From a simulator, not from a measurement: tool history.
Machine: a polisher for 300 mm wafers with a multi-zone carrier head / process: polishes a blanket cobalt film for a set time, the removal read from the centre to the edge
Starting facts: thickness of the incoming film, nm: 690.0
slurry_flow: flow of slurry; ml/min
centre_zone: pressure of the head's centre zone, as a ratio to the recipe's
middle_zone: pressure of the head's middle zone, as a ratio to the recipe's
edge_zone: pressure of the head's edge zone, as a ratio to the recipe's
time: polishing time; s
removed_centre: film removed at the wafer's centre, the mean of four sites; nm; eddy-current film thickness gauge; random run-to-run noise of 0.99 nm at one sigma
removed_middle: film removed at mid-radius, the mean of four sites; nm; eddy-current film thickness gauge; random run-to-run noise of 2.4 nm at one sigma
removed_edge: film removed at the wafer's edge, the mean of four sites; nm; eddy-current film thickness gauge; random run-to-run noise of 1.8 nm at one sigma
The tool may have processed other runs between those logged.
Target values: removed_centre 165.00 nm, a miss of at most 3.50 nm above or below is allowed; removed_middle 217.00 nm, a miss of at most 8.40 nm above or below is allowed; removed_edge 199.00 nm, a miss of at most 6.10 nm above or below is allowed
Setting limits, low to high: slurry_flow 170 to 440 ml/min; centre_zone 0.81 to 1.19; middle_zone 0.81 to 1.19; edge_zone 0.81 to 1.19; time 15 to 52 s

| run | hour | slurry_flow | centre_zone | middle_zone | edge_zone | time | removed_centre | removed_middle | removed_edge |
|---|---|---|---|---|---|---|---|---|---|
| 1 | 0.0 | 280 | 1.00 | 1.00 | 1.00 | 33 | 210.25 | 213.77 | 218.22 |
| 2 | 1.1 | 280 | 1.00 | 1.00 | 1.00 | 40 | 256.52 | 264.93 | 263.50 |
| 3 | 9.2 | 280 | 1.00 | 1.00 | 1.06 | 40 | 254.58 | 264.48 | 271.69 |
| 4 | 10.3 | 305 | 1.00 | 1.00 | 1.06 | 40 | 256.99 | 259.49 | 272.14 |
| 5 | 13.4 | 305 | 1.00 | 1.00 | 1.09 | 40 | 257.95 | 261.42 | 281.18 |
| 6 | 22.2 | 305 | 0.95 | 1.00 | 1.09 | 40 | 242.67 | 261.51 | 276.82 |
| 7 | 26.4 | 305 | 0.95 | 1.00 | 1.09 | 40 | 242.97 | 265.72 | 276.36 |
| 8 | 33.5 | 235 | 0.85 | 1.04 | 0.99 | 32 | 172.61 | 217.51 | 207.29 |
| 9 | 39.5 | 220 | 0.81 | 1.05 | 0.93 | 31 | 156.01 | 206.84 | 192.53 |
| 10 | 44.8 | 230 | 0.82 | 1.06 | 0.94 | 31 | 161.18 | 213.43 | 195.94 |
| 11 | 52.7 | 240 | 0.82 | 1.06 | 0.94 | 31 | 160.50 | 211.32 | 195.79 |

Which one of the following 4 next-run settings gets every result inside its allowed miss? There is exactly one.
| A | 60.6 | 170 | 0.84 | 1.08 | 0.93 | 32 | ? | ? | ? |
| B | 60.6 | 210 | 0.87 | 0.99 | 0.91 | 31 | ? | ? | ? |
| C | 60.6 | 265 | 0.81 | 1.03 | 0.93 | 30 | ? | ? | ? |
| D | 60.6 | 300 | 0.84 | 1.17 | 0.88 | 29 | ? | ? | ? |

| move | removed_centre | removed_middle | removed_edge |
|---|---|---|---|
| A | 164.31 | 212.67 | 201.25 |
| B | 167.83 | 194.47 | 195.57 |
| C | 154.07 | 198.03 | 193.60 |
| D | 156.15 | 215.34 | 183.23 |
A: every result within its allowed miss
B: brings the result that was furthest off to its target, and leaves another outside
C: moves away from the targets compared with the last run
D: moves away from the targets compared with the last run
A meets every target.
